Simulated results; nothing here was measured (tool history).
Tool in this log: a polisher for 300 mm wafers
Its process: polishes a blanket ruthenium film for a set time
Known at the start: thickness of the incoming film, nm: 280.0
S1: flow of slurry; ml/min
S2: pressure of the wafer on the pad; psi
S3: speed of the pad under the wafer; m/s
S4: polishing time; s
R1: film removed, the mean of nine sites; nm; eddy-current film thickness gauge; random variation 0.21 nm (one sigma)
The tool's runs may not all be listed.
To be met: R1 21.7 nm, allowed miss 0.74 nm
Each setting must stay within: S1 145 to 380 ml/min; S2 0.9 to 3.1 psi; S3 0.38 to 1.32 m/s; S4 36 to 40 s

run  hour   S1   S2    S3  S4      R1
  1     0  245    2  0.84  40  35.976
  2   7.1  245    2  1.04  40   43.09
  3  10.3  245  1.7     1  40  37.766
  4  18.8  245  1.5  0.94  40  33.704
  5  26.6  245  1.5  1.04  40  36.573
  6  32.2  245  1.5  1.04  36  32.684
  7  39.9  240  0.9  0.94  36  23.987
  8  42.5  240  0.9  0.92  36  23.297

5 candidate next runs follow, results not yet known. Just one meets every target within its allowed miss. Identify it.
  A  45.1  265  0.9  0.86  37   ?
  B  45.1  295  0.9   0.9  37   ?
  C  45.1  220    1  0.88  36   ?
  D  45.1  225  0.9  0.66  38   ?
  E  45.1  230  0.9  0.82  36   ?

move      R1
   A  23.537
   B  24.584
   C  23.892
   D  19.677
   E  21.805
A: lands further from the targets than the last run did
B: lands further from the targets than the last run did
C: lands further from the targets than the last run did
D: pushes the last run's worst result past its target
E: meets every target
The right move is E.
